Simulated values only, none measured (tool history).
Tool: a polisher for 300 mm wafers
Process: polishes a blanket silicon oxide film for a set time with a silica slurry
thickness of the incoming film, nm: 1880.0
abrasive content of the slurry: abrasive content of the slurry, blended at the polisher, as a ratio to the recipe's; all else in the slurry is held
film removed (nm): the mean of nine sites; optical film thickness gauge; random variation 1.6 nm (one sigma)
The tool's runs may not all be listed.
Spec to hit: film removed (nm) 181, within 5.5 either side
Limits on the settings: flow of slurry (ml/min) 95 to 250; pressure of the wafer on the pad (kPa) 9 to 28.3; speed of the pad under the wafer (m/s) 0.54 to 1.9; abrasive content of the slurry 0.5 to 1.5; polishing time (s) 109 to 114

run	hour	flow of slurry (ml/min)	pressure of the wafer on the pad (kPa)	speed of the pad under the wafer (m/s)	abrasive content of the slurry	polishing time (s)	film removed (nm)
1	0	160	18.6	1.22	1	109	250.55
2	1.5	160	18.6	1.22	1	109	247.61
3	3.6	160	18.6	1.02	1	109	220.65
4	9.3	155	17.9	1.02	1	109	214.93
5	12.5	155	20.7	1.02	1	109	243.98
6	17.7	140	20.7	1.02	1	109	243.74
7	26.2	140	20	1.02	1	109	237.93
8	30.2	140	19.3	1.02	1	109	225.24
9	31.4	140	18.6	1.02	1	109	220.23
10	38.6	140	17.9	1.02	1	109	213.62
11	47	140	17.2	1.02	1	109	207.25
12	52.9	140	16.5	1.02	1	109	198.02
13	58.3	140	15.9	1.02	1	109	191.46

Next run, 5 choices. One meets every target within its allowed miss, the rest don't. Which?
A	63.7	110	20.7	0.96	0.7	113	?
B	63.7	150	17.2	1	0.95	109	?
C	63.7	175	17.2	1.02	0.95	110	?
D	63.7	135	14.5	1.04	1.05	110	?
E	63.7	145	15.9	1.04	0.95	112	?

move	film removed (nm)
A	206.48
B	199.77
C	207.85
D	178.71
E	193.21
A: misses by more than the last run did
B: misses by more than the last run did
C: misses by more than the last run did
D: in spec on every target
E: misses by more than the last run did
The move that meets every target is D.
